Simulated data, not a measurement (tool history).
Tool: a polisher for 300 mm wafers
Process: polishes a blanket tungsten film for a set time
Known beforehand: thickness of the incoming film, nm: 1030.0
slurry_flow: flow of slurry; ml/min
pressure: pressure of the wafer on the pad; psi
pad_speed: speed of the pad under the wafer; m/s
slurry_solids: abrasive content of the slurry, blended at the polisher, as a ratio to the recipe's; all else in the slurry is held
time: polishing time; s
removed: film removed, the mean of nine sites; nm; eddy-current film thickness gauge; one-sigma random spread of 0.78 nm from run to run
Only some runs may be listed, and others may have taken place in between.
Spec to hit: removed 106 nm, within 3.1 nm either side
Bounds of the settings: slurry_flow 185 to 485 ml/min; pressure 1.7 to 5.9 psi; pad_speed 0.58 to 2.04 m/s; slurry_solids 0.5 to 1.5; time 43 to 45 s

run,hour,slurry_flow,pressure,pad_speed,slurry_solids,time,removed
1,0,310,3.8,1.3,1,43,232.67
2,6.3,310,3.8,1.5,1,43,265.39
3,9.9,310,3.5,1.42,1,43,235.09
4,15,310,3.2,1.36,1,43,206.57
5,16.6,310,3,1.3,1,43,184.72
6,20.4,310,2.8,1.26,1,43,168.05
7,27.6,310,2.6,1.24,1,43,154.37
8,31.7,310,2.5,1.22,1,43,146.77
9,34.2,310,2.4,1.2,1,43,139.69
10,41,310,2.3,1.2,1,43,132.67
11,42.1,310,2.2,1.2,1,43,127.95
12,44.1,310,2.1,1.2,1,43,121.96

Exercise: of the 5 proposed moves below, exactly one satisfies all targets within the stated allowed misses. Which move is it?
A,46.1,295,2.5,1.08,1.1,44,?
B,46.1,290,2.3,1.06,0.85,45,?
C,46.1,300,1.7,1.18,1.25,44,?
D,46.1,295,1.7,1.14,1.1,43,?
E,46.1,360,1.8,1.06,1.1,43,?

move,removed
A,134.49
B,117.17
C,105.08
D,96.151
E,96.289
A: its largest miss is bigger than the last run's
B: nearer the targets than the last run, but a result is still out of spec
C: in spec on every target
D: takes the result that was furthest off past its target
E: takes the result that was furthest off past its target
The right move is C.
